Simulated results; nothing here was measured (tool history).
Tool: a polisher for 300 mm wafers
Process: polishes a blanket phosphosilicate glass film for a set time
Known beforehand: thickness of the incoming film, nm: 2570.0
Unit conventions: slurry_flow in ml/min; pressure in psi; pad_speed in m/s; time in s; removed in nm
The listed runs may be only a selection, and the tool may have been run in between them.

| run | day | slurry_flow | pressure | pad_speed | slurry_solids | time | removed |
|---|---|---|---|---|---|---|---|
| 1 | 0.000 | 255 | 3.1 | 1.22 | 1.00 | 56 | 484.13 |
| 2 | 0.204 | 230 | 3.1 | 1.22 | 1.00 | 56 | 489.25 |
| 3 | 0.575 | 230 | 3.1 | 1.22 | 0.85 | 56 | 452.49 |
| 4 | 0.658 | 230 | 3.5 | 1.22 | 0.85 | 56 | 490.09 |
| 5 | 0.821 | 230 | 3.9 | 1.22 | 0.85 | 56 | 526.65 |
| 6 | 1.071 | 230 | 4.2 | 1.24 | 0.85 | 56 | 547.69 |
| 7 | 1.288 | 230 | 4.4 | 1.28 | 0.85 | 56 | 594.21 |
| 8 | 1.508 | 230 | 4.6 | 1.30 | 0.85 | 56 | 607.24 |
| 9 | 1.829 | 230 | 4.7 | 1.32 | 0.85 | 56 | 629.14 |
| 10 | 2.088 | 230 | 4.8 | 1.34 | 0.85 | 56 | 641.76 |

For run 11, what comes out?
| 11 | 2.346 | 230 | 4.8 | 1.36 | 0.85 | 56 | ? |

{"run 11": {"removed": 648.51}}
